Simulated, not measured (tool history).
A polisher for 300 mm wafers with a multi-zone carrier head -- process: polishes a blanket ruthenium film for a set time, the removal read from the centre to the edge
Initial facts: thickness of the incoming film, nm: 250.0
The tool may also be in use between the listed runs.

run,day,flow of slurry (ml/min),pressure of the head's centre zone,pressure of the head's middle zone,pressure of the head's edge zone,polishing time (s),film removed at the wafer's centre (angstrom),film removed at mid-radius (angstrom),film removed at the wafer's edge (angstrom)
1,0.000,235,1.00,1.00,1.00,67,531.12,533.44,557.38
2,0.221,235,0.97,1.00,1.00,67,524.97,528.96,558.12
3,0.475,230,0.96,1.02,0.97,61,465.43,495.41,499.26
4,0.850,230,0.96,1.02,0.97,47,363.57,371.89,378.75
5,1.108,230,0.96,1.02,0.97,59,464.61,486.75,475.43
6,1.362,230,0.96,0.95,0.97,59,465.74,446.28,473.82

Expected results for the next run?
7,1.704,225,0.94,0.97,0.95,57,?,?,?

{"run 7": {"film removed at the wafer's centre (angstrom)": 428.94, "film removed at mid-radius (angstrom)": 450.05, "film removed at the wafer's edge (angstrom)": 450.09}}
